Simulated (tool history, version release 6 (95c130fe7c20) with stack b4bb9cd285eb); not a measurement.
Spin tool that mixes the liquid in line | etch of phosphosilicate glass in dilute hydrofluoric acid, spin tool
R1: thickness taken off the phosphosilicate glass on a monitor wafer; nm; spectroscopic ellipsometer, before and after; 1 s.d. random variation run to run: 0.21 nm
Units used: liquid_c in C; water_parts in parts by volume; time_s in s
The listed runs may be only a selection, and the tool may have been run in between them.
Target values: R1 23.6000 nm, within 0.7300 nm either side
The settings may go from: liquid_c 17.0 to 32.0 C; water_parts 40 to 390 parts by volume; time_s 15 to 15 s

{"run": 1, "day": 0.0, "liquid_c": 24.0, "water_parts": 215, "time_s": 15, "R1": 8.8226}
{"run": 2, "day": 0.3, "liquid_c": 24.0, "water_parts": 215, "time_s": 15, "R1": 8.6798}
{"run": 3, "day": 0.592, "liquid_c": 24.0, "water_parts": 275, "time_s": 15, "R1": 6.3575}
{"run": 4, "day": 0.862, "liquid_c": 26.5, "water_parts": 215, "time_s": 15, "R1": 9.6448}
{"run": 5, "day": 0.904, "liquid_c": 26.5, "water_parts": 215, "time_s": 15, "R1": 9.4641}
{"run": 6, "day": 1.092, "liquid_c": 28.0, "water_parts": 170, "time_s": 15, "R1": 13.214}
{"run": 7, "day": 1.358, "liquid_c": 32.0, "water_parts": 85, "time_s": 15, "R1": 35.347}
{"run": 8, "day": 1.721, "liquid_c": 30.0, "water_parts": 85, "time_s": 15, "R1": 31.939}
{"run": 9, "day": 1.921, "liquid_c": 28.0, "water_parts": 85, "time_s": 15, "R1": 29.62}
{"run": 10, "day": 1.958, "liquid_c": 26.5, "water_parts": 85, "time_s": 15, "R1": 28.252}
{"run": 11, "day": 2.1, "liquid_c": 25.0, "water_parts": 85, "time_s": 15, "R1": 26.68}
{"run": 12, "day": 2.2, "liquid_c": 25.0, "water_parts": 85, "time_s": 15, "R1": 26.591}
{"run": 13, "day": 2.358, "liquid_c": 24.0, "water_parts": 85, "time_s": 15, "R1": 25.911}
{"run": 14, "day": 2.7, "liquid_c": 23.0, "water_parts": 85, "time_s": 15, "R1": 24.535}

5 candidate next runs follow, results not yet known. Just one meets every target within its allowed miss. Identify it.
{"run": "A", "day": 3.042, "liquid_c": 21.5, "water_parts": 90, "time_s": 15, "R1": "?"}
{"run": "B", "day": 3.042, "liquid_c": 25.5, "water_parts": 105, "time_s": 15, "R1": "?"}
{"run": "C", "day": 3.042, "liquid_c": 23.0, "water_parts": 95, "time_s": 15, "R1": "?"}
{"run": "D", "day": 3.042, "liquid_c": 17.0, "water_parts": 70, "time_s": 15, "R1": "?"}
{"run": "E", "day": 3.042, "liquid_c": 20.5, "water_parts": 75, "time_s": 15, "R1": "?"}

move=A R1=21.8600
move=B R1=21.5370
move=C R1=21.8600
move=D R1=23.8650
move=E R1=25.6420
A: carries the result that was furthest off beyond its target, to the other side
B: carries the result that was furthest off beyond its target, to the other side
C: carries the result that was furthest off beyond its target, to the other side
D: meets every target
E: further off than the last run
Answer: D

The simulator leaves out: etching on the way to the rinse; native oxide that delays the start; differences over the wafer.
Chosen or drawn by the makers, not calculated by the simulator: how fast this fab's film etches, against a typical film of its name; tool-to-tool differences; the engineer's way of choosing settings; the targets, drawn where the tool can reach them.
